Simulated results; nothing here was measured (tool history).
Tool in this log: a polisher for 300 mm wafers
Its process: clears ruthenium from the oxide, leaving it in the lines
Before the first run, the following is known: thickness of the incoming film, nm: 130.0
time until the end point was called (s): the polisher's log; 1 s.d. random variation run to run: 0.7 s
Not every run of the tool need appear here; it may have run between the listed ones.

run,hour,flow of slurry (ml/min),pressure of the wafer on the pad (kPa),speed of the pad under the wafer (m/s),overpolish time after the end point (s),time until the end point was called (s)
1,0,280,18.6,1.02,15,90.809
2,7.2,280,20,1.02,15,85.91
3,11.6,280,17.2,1.02,15,96.79
4,13.5,280,14.5,1.02,15,118.02
5,16.5,280,13.1,1.02,15,126.28
6,21.9,280,15.9,1.02,15,106.29
7,24.7,280,17.9,1.02,15,92.16
8,27.7,280,19.3,1.02,15,86.811
9,36.4,280,24.1,1.06,15,69.012

Run 10 has not been measured yet. What should we expect?
10,45.3,280,24.8,1.06,15,?

time until the end point was called (s): 65.551
